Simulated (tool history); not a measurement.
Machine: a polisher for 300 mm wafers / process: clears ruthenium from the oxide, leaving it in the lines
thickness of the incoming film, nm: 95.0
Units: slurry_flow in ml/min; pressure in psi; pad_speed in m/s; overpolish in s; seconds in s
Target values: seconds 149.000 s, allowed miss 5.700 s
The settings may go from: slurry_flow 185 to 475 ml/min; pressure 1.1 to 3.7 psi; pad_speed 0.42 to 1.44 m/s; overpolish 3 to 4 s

| run | day | slurry_flow | pressure | pad_speed | overpolish | seconds |
|---|---|---|---|---|---|---|
| 1 | 0.000 | 305 | 2.4 | 0.92 | 4 | 80.880 |
| 2 | 0.142 | 305 | 2.2 | 0.92 | 4 | 84.649 |
| 3 | 0.196 | 305 | 1.9 | 0.88 | 4 | 96.684 |
| 4 | 0.304 | 305 | 1.7 | 0.84 | 4 | 106.060 |
| 5 | 0.575 | 305 | 1.6 | 0.80 | 4 | 114.790 |
| 6 | 0.875 | 305 | 1.5 | 0.78 | 4 | 119.520 |
| 7 | 1.138 | 305 | 1.4 | 0.76 | 4 | 125.630 |
|  | 1.342 | slurry nozzle cleaned |
| 8 | 1.342 | 305 | 1.3 | 0.74 | 4 | 129.020 |
| 9 | 1.600 | 305 | 1.3 | 0.72 | 4 | 130.330 |
| 10 | 1.858 | 305 | 1.3 | 0.70 | 4 | 134.280 |
| 11 | 2.050 | 305 | 1.3 | 0.68 | 4 | 140.020 |
| 12 | 2.200 | 305 | 1.2 | 0.68 | 4 | 143.940 |

Exercise: of the 5 proposed moves below, exactly one satisfies all targets within the stated allowed misses. Which move is it?
| A | 2.350 | 295 | 1.3 | 0.72 | 4 | ? |
| B | 2.350 | 340 | 1.4 | 0.64 | 3 | ? |
| C | 2.350 | 300 | 1.4 | 0.70 | 3 | ? |
| D | 2.350 | 305 | 1.1 | 0.70 | 3 | ? |
| E | 2.350 | 300 | 1.4 | 0.72 | 4 | ? |

| move | seconds |
|---|---|
| A | 132.500 |
| B | 135.900 |
| C | 129.570 |
| D | 146.300 |
| E | 127.260 |
A: its largest miss is bigger than the last run's
B: its largest miss is bigger than the last run's
C: its largest miss is bigger than the last run's
D: all results in spec
E: its largest miss is bigger than the last run's
The right move is D.
